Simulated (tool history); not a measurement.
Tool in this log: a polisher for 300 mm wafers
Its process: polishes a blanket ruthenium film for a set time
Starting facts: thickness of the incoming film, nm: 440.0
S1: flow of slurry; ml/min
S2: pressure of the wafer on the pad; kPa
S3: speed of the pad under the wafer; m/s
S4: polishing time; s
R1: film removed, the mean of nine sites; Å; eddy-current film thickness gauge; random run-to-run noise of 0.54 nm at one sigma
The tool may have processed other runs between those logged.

run 1 day=0.000 | S1=130 S2=10.3 S3=1.20 S4=54 | R1=610.47
run 2 day=0.067 | S1=130 S2=10.3 S3=1.20 S4=48 | R1=540.17
run 3 day=0.154 | S1=130 S2=10.3 S3=1.36 S4=48 | R1=591.81
run 4 day=0.188 | S1=100 S2=10.3 S3=1.36 S4=48 | R1=548.38
run 5 day=0.371 | S1=100 S2=10.3 S3=1.26 S4=48 | R1=529.91
run 6 day=0.483 | S1=100 S2=9.7 S3=1.24 S4=48 | R1=487.44
run 7 day=0.812 | S1=100 S2=9.0 S3=1.24 S4=48 | R1=465.01

Expected results for the next run?
run 8 day=1.017 | S1=100 S2=8.3 S3=1.24 S4=48 | R1=?

R1: 420.33 Å
